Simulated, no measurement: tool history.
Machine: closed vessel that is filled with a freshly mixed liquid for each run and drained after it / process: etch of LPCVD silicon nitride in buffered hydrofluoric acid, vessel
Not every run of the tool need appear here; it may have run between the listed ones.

| run | hour | temperature setpoint of the liquid (°C) | parts of 40 % ammonium fluoride to one part of 49 % hydrofluoric acid (parts by volume) | time in the liquid (s) | thickness taken off the LPCVD silicon nitride on a monitor wafer (nm) |
|---|---|---|---|---|---|
| 1 | 0 | 20 | 10 | 2300 | 27.732 |
| 2 | 8.1 | 23 | 10 | 2300 | 32.264 |
| 3 | 8.8 | 23.5 | 10 | 2300 | 33.303 |
| 4 | 12.2 | 23.5 | 11 | 2300 | 30.463 |
| 5 | 19.2 | 20.5 | 11 | 2300 | 25.772 |
| 6 | 26.9 | 21.5 | 11 | 2300 | 27.178 |
| 7 | 33.8 | 22.5 | 11 | 2300 | 28.609 |
| 8 | 36.6 | 23.5 | 11 | 2300 | 30.314 |
| 9 | 43.6 | 24 | 11 | 2300 | 31.377 |
| 10 | 52.1 | 24.5 | 11 | 2300 | 32.156 |
| 11 | 56.4 | 25 | 11 | 2300 | 33.186 |

Estimate the outcome of run 12 from the log above:
| 12 | 61.3 | 25.5 | 11 | 2300 | ? |

Run 12 produced thickness taken off the LPCVD silicon nitride on a monitor wafer (nm) 33.665.

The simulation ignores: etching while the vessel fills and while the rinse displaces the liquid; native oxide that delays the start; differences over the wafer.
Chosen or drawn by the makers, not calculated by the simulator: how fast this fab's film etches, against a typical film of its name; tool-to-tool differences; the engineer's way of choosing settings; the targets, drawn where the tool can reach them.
